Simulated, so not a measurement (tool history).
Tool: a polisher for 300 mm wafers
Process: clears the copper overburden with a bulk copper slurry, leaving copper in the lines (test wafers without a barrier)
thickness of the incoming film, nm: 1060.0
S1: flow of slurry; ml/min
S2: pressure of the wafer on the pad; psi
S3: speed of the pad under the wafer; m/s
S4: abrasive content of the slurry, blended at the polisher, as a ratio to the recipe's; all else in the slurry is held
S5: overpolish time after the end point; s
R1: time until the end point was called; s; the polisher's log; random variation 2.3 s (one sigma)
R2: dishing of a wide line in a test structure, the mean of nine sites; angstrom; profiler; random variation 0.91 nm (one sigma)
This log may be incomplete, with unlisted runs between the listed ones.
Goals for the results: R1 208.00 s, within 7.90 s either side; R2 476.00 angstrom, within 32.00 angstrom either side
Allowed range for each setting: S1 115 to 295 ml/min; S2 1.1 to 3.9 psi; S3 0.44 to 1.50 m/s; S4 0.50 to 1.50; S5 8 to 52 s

{"run": 1, "hour": 0.0, "S1": 190, "S2": 2.5, "S3": 0.96, "S4": 1.0, "S5": 26, "R1": 160.63, "R2": 780.73}
{"run": 2, "hour": 7.7, "S1": 190, "S2": 2.5, "S3": 0.96, "S4": 1.0, "S5": 34, "R1": 162.48, "R2": 894.36}
{"run": 3, "hour": 9.9, "S1": 190, "S2": 2.4, "S3": 0.96, "S4": 1.0, "S5": 30, "R1": 167.75, "R2": 826.92}
{"run": 4, "hour": 12.6, "S1": 190, "S2": 2.4, "S3": 0.96, "S4": 1.0, "S5": 25, "R1": 166.64, "R2": 767.19}
{"run": 5, "hour": 18.0, "S1": 190, "S2": 2.4, "S3": 0.96, "S4": 0.9, "S5": 25, "R1": 170.84, "R2": 763.49}
{"run": 6, "hour": 20.0, "S1": 190, "S2": 2.3, "S3": 0.96, "S4": 0.95, "S5": 22, "R1": 172.67, "R2": 683.84}
{"run": 7, "hour": 28.0, "S1": 190, "S2": 1.6, "S3": 0.96, "S4": 1.0, "S5": 12, "R1": 231.46, "R2": 347.26}
{"hour": 36.2, "done": "worn pad replaced by a new one"}
{"run": 8, "hour": 36.2, "S1": 190, "S2": 1.7, "S3": 0.96, "S4": 1.0, "S5": 13, "R1": 202.8, "R2": 410.77}
{"run": 9, "hour": 43.8, "S1": 180, "S2": 1.6, "S3": 0.92, "S4": 1.0, "S5": 22, "R1": 225.84, "R2": 545.46}
{"run": 10, "hour": 45.9, "S1": 185, "S2": 1.6, "S3": 0.92, "S4": 1.0, "S5": 22, "R1": 226.49, "R2": 560.33}
{"run": 11, "hour": 47.0, "S1": 185, "S2": 1.6, "S3": 0.92, "S4": 1.0, "S5": 21, "R1": 224.15, "R2": 535.16}
{"run": 12, "hour": 54.7, "S1": 195, "S2": 1.8, "S3": 0.94, "S4": 1.0, "S5": 12, "R1": 196.82, "R2": 384.21}
{"run": 13, "hour": 58.8, "S1": 190, "S2": 1.8, "S3": 0.94, "S4": 1.0, "S5": 12, "R1": 197.7, "R2": 411.27}
{"run": 14, "hour": 59.3, "S1": 160, "S2": 1.7, "S3": 0.92, "S4": 1.0, "S5": 20, "R1": 213.67, "R2": 533.58}
{"run": 15, "hour": 65.8, "S1": 165, "S2": 1.7, "S3": 0.94, "S4": 1.05, "S5": 19, "R1": 205.12, "R2": 526.25}
{"run": 16, "hour": 69.3, "S1": 170, "S2": 1.7, "S3": 0.94, "S4": 1.05, "S5": 19, "R1": 207.62, "R2": 538.09}
{"run": 17, "hour": 76.5, "S1": 175, "S2": 1.7, "S3": 0.94, "S4": 1.05, "S5": 19, "R1": 203.02, "R2": 525.7}
{"run": 18, "hour": 80.1, "S1": 180, "S2": 1.7, "S3": 0.94, "S4": 1.05, "S5": 19, "R1": 203.59, "R2": 528.4}
{"run": 19, "hour": 88.8, "S1": 185, "S2": 1.7, "S3": 0.94, "S4": 1.05, "S5": 18, "R1": 207.58, "R2": 513.61}

Below are 4 possible settings for the next run. Only one of them brings all results inside the allowed miss of their targets. Which is it?
{"run": "A", "hour": 97.5, "S1": 200, "S2": 1.6, "S3": 0.96, "S4": 1.15, "S5": 20, "R1": "?", "R2": "?"}
{"run": "B", "hour": 97.5, "S1": 195, "S2": 1.7, "S3": 0.92, "S4": 0.95, "S5": 20, "R1": "?", "R2": "?"}
{"run": "C", "hour": 97.5, "S1": 170, "S2": 1.9, "S3": 0.84, "S4": 1.1, "S5": 16, "R1": "?", "R2": "?"}
{"run": "D", "hour": 97.5, "S1": 175, "S2": 1.4, "S3": 1.12, "S4": 1.15, "S5": 21, "R1": "?", "R2": "?"}

move=A R1=203.98 R2=555.13
move=B R1=210.74 R2=547.70
move=C R1=208.05 R2=479.63
move=D R1=197.77 R2=572.76
A: moves away from the targets compared with the last run
B: moves away from the targets compared with the last run
C: every result within its allowed miss
D: moves away from the targets compared with the last run
C is the move that brings every result within its allowed miss.
